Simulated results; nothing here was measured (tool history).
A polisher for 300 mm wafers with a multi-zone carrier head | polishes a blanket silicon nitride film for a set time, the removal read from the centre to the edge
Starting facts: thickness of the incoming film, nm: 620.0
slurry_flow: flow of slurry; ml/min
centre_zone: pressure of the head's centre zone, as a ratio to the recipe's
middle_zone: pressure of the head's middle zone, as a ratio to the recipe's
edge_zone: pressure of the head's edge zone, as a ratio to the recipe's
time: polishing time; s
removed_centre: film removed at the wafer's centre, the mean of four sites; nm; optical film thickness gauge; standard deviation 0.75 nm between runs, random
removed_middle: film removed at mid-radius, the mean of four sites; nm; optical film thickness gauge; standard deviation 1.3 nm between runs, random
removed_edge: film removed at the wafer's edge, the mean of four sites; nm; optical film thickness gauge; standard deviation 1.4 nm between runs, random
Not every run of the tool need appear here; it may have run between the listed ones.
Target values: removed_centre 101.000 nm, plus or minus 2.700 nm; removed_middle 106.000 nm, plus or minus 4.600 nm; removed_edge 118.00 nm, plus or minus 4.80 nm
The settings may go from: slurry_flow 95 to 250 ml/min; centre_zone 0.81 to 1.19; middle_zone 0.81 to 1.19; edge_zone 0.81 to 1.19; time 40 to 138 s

Run 1, day 0.000: slurry_flow 160 ml/min, centre_zone 1.00, middle_zone 1.00, edge_zone 1.00, time 88 s. Result: removed_centre 174.030 nm, removed_middle 177.880 nm, removed_edge 178.17 nm.
Run 2, day 0.200: slurry_flow 190 ml/min, centre_zone 1.00, middle_zone 1.00, edge_zone 1.00, time 88 s. Result: removed_centre 178.990 nm, removed_middle 176.650 nm, removed_edge 177.44 nm.
Run 3, day 0.388: slurry_flow 190 ml/min, centre_zone 0.97, middle_zone 0.98, edge_zone 0.99, time 83 s. Result: removed_centre 165.620 nm, removed_middle 168.380 nm, removed_edge 173.13 nm.
Run 4, day 0.642: slurry_flow 190 ml/min, centre_zone 0.96, middle_zone 0.97, edge_zone 0.99, time 77 s. Result: removed_centre 153.880 nm, removed_middle 153.150 nm, removed_edge 160.85 nm.
Run 5, day 0.933: slurry_flow 185 ml/min, centre_zone 0.94, middle_zone 0.96, edge_zone 0.98, time 73 s. Result: removed_centre 140.270 nm, removed_middle 144.100 nm, removed_edge 147.84 nm.
Run 6, day 1.196: slurry_flow 150 ml/min, centre_zone 0.94, middle_zone 0.96, edge_zone 0.98, time 73 s. Result: removed_centre 134.940 nm, removed_middle 142.690 nm, removed_edge 145.06 nm.
Run 7, day 1.517: slurry_flow 150 ml/min, centre_zone 0.93, middle_zone 0.94, edge_zone 0.98, time 71 s. Result: removed_centre 129.930 nm, removed_middle 134.100 nm, removed_edge 141.84 nm.
Run 8, day 1.733: slurry_flow 145 ml/min, centre_zone 0.91, middle_zone 0.92, edge_zone 0.96, time 70 s. Result: removed_centre 125.450 nm, removed_middle 131.880 nm, removed_edge 139.55 nm.
Run 9, day 2.050: slurry_flow 120 ml/min, centre_zone 0.87, middle_zone 0.83, edge_zone 0.94, time 54 s. Result: removed_centre 89.355 nm, removed_middle 89.662 nm, removed_edge 104.01 nm.
Run 10, day 2.071: slurry_flow 165 ml/min, centre_zone 0.87, middle_zone 0.88, edge_zone 1.00, time 54 s. Result: removed_centre 95.999 nm, removed_middle 98.197 nm, removed_edge 111.04 nm.
Run 11, day 2.204: slurry_flow 170 ml/min, centre_zone 0.87, middle_zone 0.89, edge_zone 1.01, time 54 s. Result: removed_centre 93.893 nm, removed_middle 98.307 nm, removed_edge 110.99 nm.
Run 12, day 2.517: slurry_flow 175 ml/min, centre_zone 0.87, middle_zone 0.90, edge_zone 1.01, time 54 s. Result: removed_centre 95.721 nm, removed_middle 100.200 nm, removed_edge 112.43 nm.
Run 13, day 2.758: slurry_flow 180 ml/min, centre_zone 0.87, middle_zone 0.90, edge_zone 1.01, time 54 s. Result: removed_centre 95.474 nm, removed_middle 102.570 nm, removed_edge 112.38 nm.
Run 14, day 3.104: slurry_flow 185 ml/min, centre_zone 0.87, middle_zone 0.90, edge_zone 1.02, time 54 s. Result: removed_centre 97.984 nm, removed_middle 102.310 nm, removed_edge 113.44 nm.

Next run, 5 choices. One meets every target within its allowed miss, the rest don't. Which?
Run A, day 3.450: slurry_flow 180 ml/min, centre_zone 0.85, middle_zone 0.97, edge_zone 1.00, time 53 s. Result: removed_centre ?, removed_middle ?, removed_edge ?.
Run B, day 3.450: slurry_flow 105 ml/min, centre_zone 0.89, middle_zone 0.91, edge_zone 1.02, time 60 s. Result: removed_centre ?, removed_middle ?, removed_edge ?.
Run C, day 3.450: slurry_flow 190 ml/min, centre_zone 0.90, middle_zone 0.93, edge_zone 0.94, time 54 s. Result: removed_centre ?, removed_middle ?, removed_edge ?.
Run D, day 3.450: slurry_flow 195 ml/min, centre_zone 0.91, middle_zone 0.86, edge_zone 0.96, time 53 s. Result: removed_centre ?, removed_middle ?, removed_edge ?.
Run E, day 3.450: slurry_flow 180 ml/min, centre_zone 0.87, middle_zone 0.87, edge_zone 1.04, time 54 s. Result: removed_centre ?, removed_middle ?, removed_edge ?.

move  removed_centre  removed_middle  removed_edge
   A          92.698         106.720        107.77
   B         101.160         107.290        117.37
   C          99.976         105.770        107.34
   D          99.365          97.869        106.66
   E          96.327          99.718        111.94
A: moves away from the targets compared with the last run
B: meets every target
C: corrects the largest miss of the last run, while another result sits out of spec
D: corrects the largest miss of the last run, while another result sits out of spec
E: moves away from the targets compared with the last run
Correct choice: B, which meets every target
